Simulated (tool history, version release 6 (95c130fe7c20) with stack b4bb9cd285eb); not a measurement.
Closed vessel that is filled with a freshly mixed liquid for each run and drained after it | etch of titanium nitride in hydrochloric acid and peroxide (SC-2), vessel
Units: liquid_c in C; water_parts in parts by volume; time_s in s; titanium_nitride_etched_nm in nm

run	day	liquid_c	water_parts	time_s	titanium_nitride_etched_nm
1	0	45	11	620	9.0254
2	0.3	45	11	620	8.9569
3	0.542	45.5	11	620	9.3603
4	0.817	46	11	620	9.64
5	0.917	46	11	620	9.6659
6	1.283	46.5	11	620	9.9695

The next listed run, before its measurement:
7	1.533	47	11	620	?

{"run 7": {"titanium_nitride_etched_nm": 10.346}}
